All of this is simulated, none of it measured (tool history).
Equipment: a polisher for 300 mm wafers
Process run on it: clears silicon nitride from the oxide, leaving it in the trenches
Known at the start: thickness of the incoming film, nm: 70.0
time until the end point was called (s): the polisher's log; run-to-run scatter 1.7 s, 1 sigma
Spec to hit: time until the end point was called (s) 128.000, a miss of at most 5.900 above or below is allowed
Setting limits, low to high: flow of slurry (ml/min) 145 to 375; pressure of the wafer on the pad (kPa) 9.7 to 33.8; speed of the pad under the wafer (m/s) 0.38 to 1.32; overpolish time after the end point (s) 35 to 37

run	day	flow of slurry (ml/min)	pressure of the wafer on the pad (kPa)	speed of the pad under the wafer (m/s)	overpolish time after the end point (s)	time until the end point was called (s)
1	0.000	240	21.4	0.84	35	89.787
2	0.100	240	21.4	1.04	35	74.365
3	0.454	280	21.4	1.04	35	73.835
4	0.654	280	17.9	1.02	35	84.326
5	0.908	280	17.9	1.02	37	87.036
6	1.250	280	15.2	1.02	37	99.261
7	1.488	280	9.7	1.00	37	144.480
8	1.692	285	10.3	1.00	37	134.940

Of the 4 settings listed for the next run, only one would bring every result within its allowed miss of target. Which one?
A	1.896	305	11.0	1.02	36	?
B	1.896	325	11.7	0.88	37	?
C	1.896	375	11.0	0.86	37	?
D	1.896	285	9.7	0.94	37	?

move	time until the end point was called (s)
A	125.460
B	137.610
C	145.860
D	150.900
A: every result lands within tolerance
B: moves away from the targets compared with the last run
C: moves away from the targets compared with the last run
D: moves away from the targets compared with the last run
Go with A: it meets all targets.

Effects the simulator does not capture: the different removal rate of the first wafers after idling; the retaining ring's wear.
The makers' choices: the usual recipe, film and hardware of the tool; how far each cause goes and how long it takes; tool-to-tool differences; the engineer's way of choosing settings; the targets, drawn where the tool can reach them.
